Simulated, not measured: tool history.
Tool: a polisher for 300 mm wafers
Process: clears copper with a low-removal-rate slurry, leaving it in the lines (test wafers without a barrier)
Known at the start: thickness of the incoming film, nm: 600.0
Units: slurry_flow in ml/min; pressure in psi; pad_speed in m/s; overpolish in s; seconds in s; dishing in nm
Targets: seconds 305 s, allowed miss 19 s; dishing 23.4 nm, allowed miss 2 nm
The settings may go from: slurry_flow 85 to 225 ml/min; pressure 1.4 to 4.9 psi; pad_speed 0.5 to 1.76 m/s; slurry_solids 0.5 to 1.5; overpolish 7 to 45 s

run 1 day=0 | slurry_flow=145 pressure=3.1 pad_speed=1.12 slurry_solids=1 overpolish=23 | seconds=177.28 dishing=42.307
run 2 day=0.075 | slurry_flow=145 pressure=3.1 pad_speed=1.12 slurry_solids=0.9 overpolish=23 | seconds=180.28 dishing=40.612
run 3 day=0.154 | slurry_flow=145 pressure=2.9 pad_speed=1.12 slurry_solids=0.9 overpolish=22 | seconds=192.76 dishing=38.22
run 4 day=0.179 | slurry_flow=145 pressure=2.7 pad_speed=1.12 slurry_solids=0.9 overpolish=21 | seconds=206.93 dishing=35.472
run 5 day=0.471 | slurry_flow=145 pressure=2.6 pad_speed=1.12 slurry_solids=0.9 overpolish=20 | seconds=223.37 dishing=32.768
run 6 day=0.662 | slurry_flow=145 pressure=2.6 pad_speed=1.12 slurry_solids=0.9 overpolish=28 | seconds=221.49 dishing=42.667
run 7 day=0.712 | slurry_flow=145 pressure=2.5 pad_speed=1.12 slurry_solids=0.9 overpolish=26 | seconds=218.28 dishing=39.035
run 8 day=1.021 | slurry_flow=145 pressure=2.4 pad_speed=1.12 slurry_solids=0.9 overpolish=25 | seconds=230.58 dishing=35.319
run 9 day=1.367 | slurry_flow=145 pressure=2.3 pad_speed=1.12 slurry_solids=0.9 overpolish=24 | seconds=249.53 dishing=34.971
run 10 day=1.742 | slurry_flow=145 pressure=2.3 pad_speed=1.12 slurry_solids=0.9 overpolish=23 | seconds=245.01 dishing=34.589
run 11 day=2.071 | slurry_flow=145 pressure=2.3 pad_speed=1.12 slurry_solids=0.9 overpolish=22 | seconds=243.02 dishing=33.15
run 12 day=2.438 | slurry_flow=145 pressure=2.2 pad_speed=1.12 slurry_solids=0.9 overpolish=21 | seconds=252.87 dishing=30.279

Which of these 5 next moves meets every target?
run A day=2.804 | slurry_flow=145 pressure=2.5 pad_speed=1.22 slurry_solids=0.8 overpolish=25 | seconds=? dishing=?
run B day=2.804 | slurry_flow=160 pressure=2.2 pad_speed=1 slurry_solids=0.85 overpolish=38 | seconds=? dishing=?
run C day=2.804 | slurry_flow=145 pressure=1.8 pad_speed=1.14 slurry_solids=0.85 overpolish=19 | seconds=? dishing=?
run D day=2.804 | slurry_flow=125 pressure=1.5 pad_speed=1.18 slurry_solids=1.05 overpolish=37 | seconds=? dishing=?
run E day=2.804 | slurry_flow=170 pressure=2 pad_speed=1.02 slurry_solids=1 overpolish=29 | seconds=? dishing=?

move=A seconds=216.83 dishing=38.1
move=B seconds=286.11 dishing=41.33
move=C seconds=310.78 dishing=23.132
move=D seconds=344.61 dishing=34.567
move=E seconds=288.96 dishing=33.948
A: further off than the last run
B: further off than the last run
C: meets every target
D: further off than the last run
E: further off than the last run
Answer: C
